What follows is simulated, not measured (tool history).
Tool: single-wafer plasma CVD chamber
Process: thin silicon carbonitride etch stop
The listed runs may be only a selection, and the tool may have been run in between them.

run,hour,RF power (kW),deposition time (s),mean film thickness on the monitor wafer (nm)
1,0.0,0.210,15.8,9.0330
2,5.8,0.210,16.8,9.6418
3,9.5,0.210,14.8,8.4850
4,12.4,0.225,15.2,8.9124
5,16.6,0.225,13.2,7.7124
6,25.2,0.200,13.2,7.4725
7,32.2,0.215,14.0,8.0807
8,34.8,0.230,14.6,8.5542
9,38.4,0.240,15.1,8.9382

What does the tool deliver on the next run?
10,40.0,0.240,15.1,?

{"run 10": {"mean film thickness on the monitor wafer (nm)": 8.9464}}
